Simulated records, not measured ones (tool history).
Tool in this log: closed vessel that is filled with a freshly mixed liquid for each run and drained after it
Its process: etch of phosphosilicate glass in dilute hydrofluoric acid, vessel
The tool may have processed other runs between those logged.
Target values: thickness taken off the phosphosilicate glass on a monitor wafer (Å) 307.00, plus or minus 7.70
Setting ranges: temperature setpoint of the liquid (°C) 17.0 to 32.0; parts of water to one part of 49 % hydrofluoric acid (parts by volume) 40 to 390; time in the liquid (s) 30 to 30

run,hour,temperature setpoint of the liquid (°C),parts of water to one part of 49 % hydrofluoric acid (parts by volume),time in the liquid (s),thickness taken off the phosphosilicate glass on a monitor wafer (Å)
1,0.0,24.0,215,30,210.07
2,7.8,24.0,215,30,211.91
3,9.3,24.0,215,30,209.93
4,15.3,25.5,210,30,228.09
5,20.2,27.0,205,30,246.69
6,22.5,28.0,200,30,267.55
7,28.7,28.5,200,30,269.87
8,32.5,29.0,200,30,273.00
9,38.3,29.5,200,30,280.31
10,41.8,29.5,200,30,282.60
11,43.1,30.0,200,30,285.99
12,47.4,30.5,200,30,286.83
13,55.8,30.5,200,30,290.53
14,59.4,31.0,200,30,294.98

Exactly one of the 5 candidate moves below puts every result within its allowed miss. Which one?
A,63.0,29.0,175,30,?
B,63.0,27.5,175,30,?
C,63.0,29.0,200,30,?
D,63.0,29.5,195,30,?
E,63.0,32.0,210,30,?

move,thickness taken off the phosphosilicate glass on a monitor wafer (Å)
A,325.87
B,308.78
C,276.57
D,290.41
E,288.32
A: carries the result that was furthest off beyond its target, to the other side
B: meets every target
C: further off than the last run
D: further off than the last run
E: further off than the last run
B meets every target.
